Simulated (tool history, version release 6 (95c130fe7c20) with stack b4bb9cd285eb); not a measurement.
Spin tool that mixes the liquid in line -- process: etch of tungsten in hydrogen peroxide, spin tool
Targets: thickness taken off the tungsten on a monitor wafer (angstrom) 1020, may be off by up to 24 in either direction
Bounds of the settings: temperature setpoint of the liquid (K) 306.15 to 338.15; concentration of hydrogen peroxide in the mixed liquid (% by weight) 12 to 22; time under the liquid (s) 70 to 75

run	hour	temperature setpoint of the liquid (K)	concentration of hydrogen peroxide in the mixed liquid (% by weight)	time under the liquid (s)	thickness taken off the tungsten on a monitor wafer (angstrom)
1	0	322.15	15	70	668.92
2	2.5	322.15	15	70	674.27
3	4.1	317.65	15	70	508.1
4	6.2	317.65	15	75	547.57
5	7.6	312.15	15	75	383.05
6	12.9	312.15	15	75	383.67
7	16	320.15	15	75	640.3
8	20.7	321.15	15	75	678.47
9	25.6	321.65	15	75	701.05
10	29.9	322.15	15	75	722.62
11	35.8	322.65	15	75	741.82
12	43.3	323.15	15	75	765.93
13	49.3	323.65	15	75	788.43
14	55.1	323.65	15	75	789.45
15	60	324.15	15	75	818.37

Below are 5 possible settings for the next run. Only one of them brings all results inside the allowed miss of their targets. Which is it?
A	64.9	327.15	17	70	?
B	64.9	329.15	14.5	75	?
C	64.9	325.15	17.5	70	?
D	64.9	328.15	14.5	75	?
E	64.9	320.15	15	70	?

move	thickness taken off the tungsten on a monitor wafer (angstrom)
A	972.74
B	1083.7
C	875.34
D	1021.5
E	596.44
A: nearer than the last run, and not there yet
B: pushes the last run's worst result past its target
C: nearer than the last run, and not there yet
D: every result lands within tolerance
E: moves away from the targets compared with the last run
The move that meets every target is D.
